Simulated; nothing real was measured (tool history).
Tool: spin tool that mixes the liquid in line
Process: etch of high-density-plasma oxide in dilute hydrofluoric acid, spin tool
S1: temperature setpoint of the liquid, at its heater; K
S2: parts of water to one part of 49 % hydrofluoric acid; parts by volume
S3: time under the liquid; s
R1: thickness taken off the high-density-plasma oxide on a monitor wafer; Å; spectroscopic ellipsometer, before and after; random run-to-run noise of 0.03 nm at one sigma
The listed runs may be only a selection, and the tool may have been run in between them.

run,hour,S1,S2,S3,R1
1,0,297.15,100,100,49.763
2,6.3,295.15,105,100,44.707
3,10.4,293.65,110,100,39.606
4,11.1,296.65,110,100,44.393
5,19,294.65,110,100,41.342
6,22.6,293.15,110,100,38.915
7,29.7,292.15,110,100,37.121
8,31.5,291.65,110,100,36.313

Run 9, settings as shown, results not yet in. Your forecast:
9,39.2,291.15,110,100,?

{"run 9": {"R1": 35.505}}
